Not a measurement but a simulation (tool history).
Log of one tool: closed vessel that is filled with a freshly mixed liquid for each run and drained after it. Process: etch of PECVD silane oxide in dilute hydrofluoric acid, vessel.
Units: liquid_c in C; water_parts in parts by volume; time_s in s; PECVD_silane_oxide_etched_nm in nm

run,day,liquid_c,water_parts,time_s,PECVD_silane_oxide_etched_nm
1,0,24,205,150,13.06
2,0.383,24,205,150,12.997
3,0.567,26.5,170,150,17.811
4,0.95,26.5,210,150,13.876
5,1.025,28,175,150,18.174
6,1.1,28,175,95,11.641

Run 7 is up next; what results do you expect?
7,1.279,28,130,110,?

PECVD_silane_oxide_etched_nm: 19.002 nm

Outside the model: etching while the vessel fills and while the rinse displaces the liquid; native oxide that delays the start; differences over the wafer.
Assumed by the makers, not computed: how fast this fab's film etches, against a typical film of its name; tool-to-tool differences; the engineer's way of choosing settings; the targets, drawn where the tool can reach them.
